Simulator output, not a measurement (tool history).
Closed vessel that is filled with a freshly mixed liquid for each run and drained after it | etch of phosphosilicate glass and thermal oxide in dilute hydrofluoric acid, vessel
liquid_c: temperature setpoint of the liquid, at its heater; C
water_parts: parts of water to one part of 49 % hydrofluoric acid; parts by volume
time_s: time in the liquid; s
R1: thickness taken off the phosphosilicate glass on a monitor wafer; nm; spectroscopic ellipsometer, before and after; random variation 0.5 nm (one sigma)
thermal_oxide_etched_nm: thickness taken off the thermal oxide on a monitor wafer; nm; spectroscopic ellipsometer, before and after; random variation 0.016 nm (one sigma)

Run 1, hour 0.0: liquid_c 25.0 C, water_parts 135 parts by volume, time_s 60 s. Result: R1 93.243 nm, thermal_oxide_etched_nm 1.9742 nm.
Run 2, hour 2.5: liquid_c 25.0 C, water_parts 165 parts by volume, time_s 60 s. Result: R1 73.677 nm, thermal_oxide_etched_nm 1.6037 nm.
Run 3, hour 3.8: liquid_c 24.5 C, water_parts 165 parts by volume, time_s 60 s. Result: R1 71.849 nm, thermal_oxide_etched_nm 1.5295 nm.
Run 4, hour 9.9: liquid_c 24.5 C, water_parts 195 parts by volume, time_s 60 s. Result: R1 58.893 nm, thermal_oxide_etched_nm 1.3003 nm.
Run 5, hour 13.2: liquid_c 21.5 C, water_parts 195 parts by volume, time_s 60 s. Result: R1 52.356 nm, thermal_oxide_etched_nm 1.1582 nm.
Run 6, hour 17.0: liquid_c 23.5 C, water_parts 195 parts by volume, time_s 60 s. Result: R1 56.284 nm, thermal_oxide_etched_nm 1.2500 nm.
Run 7, hour 22.1: liquid_c 25.0 C, water_parts 195 parts by volume, time_s 60 s. Result: R1 59.898 nm, thermal_oxide_etched_nm 1.2923 nm.
Run 8, hour 30.2: liquid_c 25.5 C, water_parts 195 parts by volume, time_s 60 s. Result: R1 61.264 nm, thermal_oxide_etched_nm 1.3149 nm.
Run 9, hour 37.7: liquid_c 26.0 C, water_parts 195 parts by volume, time_s 60 s. Result: R1 61.641 nm, thermal_oxide_etched_nm 1.3425 nm.

Expected results for the next run?
Run 10, hour 41.7: liquid_c 27.0 C, water_parts 195 parts by volume, time_s 60 s. Result: R1 ?, thermal_oxide_etched_nm ?.

R1: 65.751 nm
thermal_oxide_etched_nm: 1.3966 nm
